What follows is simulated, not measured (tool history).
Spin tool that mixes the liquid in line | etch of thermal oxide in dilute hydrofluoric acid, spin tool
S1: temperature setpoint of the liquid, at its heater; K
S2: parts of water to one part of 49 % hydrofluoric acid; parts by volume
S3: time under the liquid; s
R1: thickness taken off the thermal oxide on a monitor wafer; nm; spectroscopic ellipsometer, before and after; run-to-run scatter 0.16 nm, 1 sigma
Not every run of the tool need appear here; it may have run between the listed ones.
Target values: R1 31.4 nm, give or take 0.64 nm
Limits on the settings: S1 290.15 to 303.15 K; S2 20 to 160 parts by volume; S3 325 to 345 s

run	hour	S1	S2	S3	R1
1	0	295.15	90	325	16.238
2	0.7	295.15	75	325	19.851
3	3.6	296.15	75	325	20.611
4	8.6	297.15	75	325	21.566
5	12.5	300.15	75	325	24.385
6	14.1	300.15	45	325	42.305
7	22.3	299.15	45	325	40.363
8	23.1	298.15	45	325	39.217
9	29	297.65	45	325	38.168
10	34.1	293.65	45	325	32.33
11	38.7	293.65	45	325	32.366

Consider the 4 candidate settings below. Which is the only one whose results all fall within their allowed miss of target?
A	43.3	295.65	50	325	?
B	43.3	291.65	40	325	?
C	43.3	292.65	45	345	?
D	43.3	294.65	45	335	?

move	R1
A	31.258
B	33.375
C	32.684
D	34.549
A: hits every target within its allowed miss
B: moves away from the targets compared with the last run
C: moves away from the targets compared with the last run
D: moves away from the targets compared with the last run
Go with A: it meets all targets.
